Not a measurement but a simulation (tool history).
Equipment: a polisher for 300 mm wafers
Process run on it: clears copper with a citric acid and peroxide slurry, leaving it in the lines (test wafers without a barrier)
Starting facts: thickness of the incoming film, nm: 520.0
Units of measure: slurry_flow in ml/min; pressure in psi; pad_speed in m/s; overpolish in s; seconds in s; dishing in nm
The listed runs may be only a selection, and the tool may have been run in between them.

{"run": 1, "hour": 0.0, "slurry_flow": 190, "pressure": 3.3, "pad_speed": 1.34, "slurry_solids": 1.0, "overpolish": 12, "seconds": 196.07, "dishing": 21.685}
{"run": 2, "hour": 2.0, "slurry_flow": 210, "pressure": 3.3, "pad_speed": 1.34, "slurry_solids": 1.0, "overpolish": 12, "seconds": 195.32, "dishing": 23.104}
{"run": 3, "hour": 4.7, "slurry_flow": 200, "pressure": 2.8, "pad_speed": 1.32, "slurry_solids": 1.0, "overpolish": 12, "seconds": 238.63, "dishing": 18.978}
{"run": 4, "hour": 9.2, "slurry_flow": 200, "pressure": 2.1, "pad_speed": 1.32, "slurry_solids": 1.0, "overpolish": 12, "seconds": 306.96, "dishing": 14.074}
{"run": 5, "hour": 14.6, "slurry_flow": 195, "pressure": 2.0, "pad_speed": 1.32, "slurry_solids": 1.0, "overpolish": 12, "seconds": 318.29, "dishing": 13.813}
{"run": 6, "hour": 15.2, "slurry_flow": 215, "pressure": 2.0, "pad_speed": 1.32, "slurry_solids": 1.0, "overpolish": 12, "seconds": 325.39, "dishing": 14.126}
{"run": 7, "hour": 22.0, "slurry_flow": 205, "pressure": 2.0, "pad_speed": 1.32, "slurry_solids": 1.0, "overpolish": 12, "seconds": 326.14, "dishing": 14.038}

Run 8 comes next. What will it give?
{"run": 8, "hour": 24.7, "slurry_flow": 200, "pressure": 2.0, "pad_speed": 1.32, "slurry_solids": 1.0, "overpolish": 11, "seconds": "?", "dishing": "?"}

{"run 8": {"seconds": 329.69, "dishing": 12.889}}
